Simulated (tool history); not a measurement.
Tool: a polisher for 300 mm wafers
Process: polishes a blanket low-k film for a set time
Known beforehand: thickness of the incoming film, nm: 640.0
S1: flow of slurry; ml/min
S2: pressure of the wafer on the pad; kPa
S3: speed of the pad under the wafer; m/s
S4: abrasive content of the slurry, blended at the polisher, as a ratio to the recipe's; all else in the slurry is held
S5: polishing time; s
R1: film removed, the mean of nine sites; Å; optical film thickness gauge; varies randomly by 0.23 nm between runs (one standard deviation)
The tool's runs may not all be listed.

run 1 hour=0 | S1=300 S2=14.5 S3=0.84 S4=1 S5=50 | R1=172.97
run 2 hour=5.4 | S1=300 S2=16.5 S3=0.84 S4=1 S5=50 | R1=192.1
run 3 hour=11.8 | S1=300 S2=16.5 S3=0.84 S4=0.8 S5=50 | R1=173.5
run 4 hour=16.9 | S1=300 S2=16.5 S3=1.02 S4=0.8 S5=50 | R1=200.35
run 5 hour=25.5 | S1=300 S2=17.9 S3=1.02 S4=0.8 S5=50 | R1=216.82
run 6 hour=27.9 | S1=300 S2=15.9 S3=1.02 S4=0.8 S5=50 | R1=192.16
run 7 hour=34.8 | S1=300 S2=17.2 S3=1.04 S4=0.8 S5=50 | R1=214.69
run 8 hour=36 | S1=300 S2=18.6 S3=1.04 S4=0.8 S5=50 | R1=228.96
run 9 hour=40.4 | S1=300 S2=19.3 S3=1.04 S4=0.8 S5=50 | R1=240.34
run 10 hour=48.2 | S1=300 S2=20 S3=1.04 S4=0.8 S5=50 | R1=245.62

Forecast run 11:
run 11 hour=50.8 | S1=300 S2=20.7 S3=1.06 S4=0.8 S5=50 | R1=?

{"run 11": {"R1": 260.33}}

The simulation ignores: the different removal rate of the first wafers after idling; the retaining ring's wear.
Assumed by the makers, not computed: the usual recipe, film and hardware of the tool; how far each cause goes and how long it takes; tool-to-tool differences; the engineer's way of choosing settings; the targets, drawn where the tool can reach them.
